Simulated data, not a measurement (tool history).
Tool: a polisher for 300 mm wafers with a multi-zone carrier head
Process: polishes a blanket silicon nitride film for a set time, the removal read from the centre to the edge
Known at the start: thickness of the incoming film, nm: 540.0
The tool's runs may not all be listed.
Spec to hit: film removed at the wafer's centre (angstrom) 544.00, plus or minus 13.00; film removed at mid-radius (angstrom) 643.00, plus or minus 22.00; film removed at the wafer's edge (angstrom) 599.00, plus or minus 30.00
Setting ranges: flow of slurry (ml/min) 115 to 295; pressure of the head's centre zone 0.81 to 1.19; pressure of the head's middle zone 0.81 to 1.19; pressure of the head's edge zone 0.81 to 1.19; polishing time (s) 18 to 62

run	hour	flow of slurry (ml/min)	pressure of the head's centre zone	pressure of the head's middle zone	pressure of the head's edge zone	polishing time (s)	film removed at the wafer's centre (angstrom)	film removed at mid-radius (angstrom)	film removed at the wafer's edge (angstrom)
1	0.0	190	1.00	1.00	1.00	40	627.76	668.61	675.51
2	6.2	175	0.98	1.01	0.96	40	600.75	649.35	651.35
3	11.9	175	0.95	1.01	0.96	40	587.56	644.37	647.61
4	15.4	165	0.94	1.03	0.94	40	577.47	658.53	660.69
5	20.1	165	0.94	1.03	0.94	44	623.26	698.73	700.51
6	26.0	170	0.93	1.04	0.90	42	599.18	686.07	676.65
7	32.5	165	0.93	1.05	0.87	41	584.41	679.61	654.52
8	38.3	160	0.93	1.05	0.85	40	563.62	645.87	625.19
9	44.6	160	0.93	1.06	0.84	40	568.95	656.20	616.81
10	52.7	130	0.91	1.06	0.82	40	513.53	612.21	570.99
11	61.2	135	0.91	1.06	0.82	40	519.51	624.71	586.68
# hour 68.7: slurry nozzle cleaned
12	68.7	140	0.91	1.06	0.82	40	603.14	698.77	629.17
13	70.4	135	0.93	1.08	0.85	40	607.13	711.86	636.46
14	77.2	125	0.85	1.02	0.82	38	519.28	637.44	593.59

Pick the move, out of 4, that brings all results within their allowed miss; only one does.
A	84.0	115	0.81	1.10	0.82	38	?	?	?
B	84.0	115	0.87	1.15	0.81	36	?	?	?
C	84.0	115	0.85	1.10	0.81	38	?	?	?
D	84.0	115	0.90	1.04	0.82	39	?	?	?

move	film removed at the wafer's centre (angstrom)	film removed at mid-radius (angstrom)	film removed at the wafer's edge (angstrom)
A	485.52	652.39	580.76
B	487.13	640.26	547.89
C	504.52	652.28	578.68
D	541.97	640.22	596.49
A: misses by more than the last run did
B: misses by more than the last run did
C: misses by more than the last run did
D: in spec on every target
Move D is the one to make.
